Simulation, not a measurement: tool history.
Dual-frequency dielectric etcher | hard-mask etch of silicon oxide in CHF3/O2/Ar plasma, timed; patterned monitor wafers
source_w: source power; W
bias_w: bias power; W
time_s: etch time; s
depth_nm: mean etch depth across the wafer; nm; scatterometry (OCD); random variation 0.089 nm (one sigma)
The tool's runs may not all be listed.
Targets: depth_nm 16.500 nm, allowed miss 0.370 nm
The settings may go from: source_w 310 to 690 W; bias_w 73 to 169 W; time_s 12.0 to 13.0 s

Run 1, hour 0.0: source_w 500 W, bias_w 121 W, time_s 13.0 s. Result: depth_nm 19.535 nm.
Run 2, hour 7.7: source_w 500 W, bias_w 121 W, time_s 13.0 s. Result: depth_nm 19.378 nm.
Run 3, hour 14.9: source_w 570 W, bias_w 121 W, time_s 13.0 s. Result: depth_nm 20.369 nm.
Run 4, hour 20.1: source_w 540 W, bias_w 116 W, time_s 13.0 s. Result: depth_nm 19.934 nm.
Run 5, hour 24.9: source_w 510 W, bias_w 112 W, time_s 13.0 s. Result: depth_nm 19.602 nm.
Run 6, hour 31.0: source_w 480 W, bias_w 111 W, time_s 13.0 s. Result: depth_nm 18.867 nm.
Run 7, hour 39.7: source_w 460 W, bias_w 109 W, time_s 13.0 s. Result: depth_nm 18.479 nm.
Run 8, hour 40.6: source_w 440 W, bias_w 107 W, time_s 13.0 s. Result: depth_nm 17.981 nm.
Run 9, hour 45.3: source_w 430 W, bias_w 106 W, time_s 13.0 s. Result: depth_nm 17.772 nm.
Run 10, hour 48.5: source_w 420 W, bias_w 105 W, time_s 13.0 s. Result: depth_nm 17.746 nm.
Run 11, hour 57.3: source_w 410 W, bias_w 104 W, time_s 13.0 s. Result: depth_nm 17.693 nm.
Run 12, hour 62.0: source_w 400 W, bias_w 103 W, time_s 13.0 s. Result: depth_nm 17.334 nm.
Run 13, hour 65.7: source_w 390 W, bias_w 102 W, time_s 13.0 s. Result: depth_nm 17.344 nm.
Run 14, hour 68.3: source_w 380 W, bias_w 101 W, time_s 13.0 s. Result: depth_nm 17.062 nm.

5 next moves are on the table. One of them brings every result within its allowed miss. Which?
Run A, hour 70.9: source_w 360 W, bias_w 125 W, time_s 13.0 s. Result: depth_nm ?.
Run B, hour 70.9: source_w 470 W, bias_w 84 W, time_s 12.5 s. Result: depth_nm ?.
Run C, hour 70.9: source_w 380 W, bias_w 118 W, time_s 13.0 s. Result: depth_nm ?.
Run D, hour 70.9: source_w 390 W, bias_w 110 W, time_s 13.0 s. Result: depth_nm ?.
Run E, hour 70.9: source_w 360 W, bias_w 99 W, time_s 13.0 s. Result: depth_nm ?.

move  depth_nm
   A    17.300
   B    17.319
   C    17.485
   D    17.451
   E    16.625
A: further off than the last run
B: further off than the last run
C: further off than the last run
D: further off than the last run
E: meets every target
Move E is the one to make.

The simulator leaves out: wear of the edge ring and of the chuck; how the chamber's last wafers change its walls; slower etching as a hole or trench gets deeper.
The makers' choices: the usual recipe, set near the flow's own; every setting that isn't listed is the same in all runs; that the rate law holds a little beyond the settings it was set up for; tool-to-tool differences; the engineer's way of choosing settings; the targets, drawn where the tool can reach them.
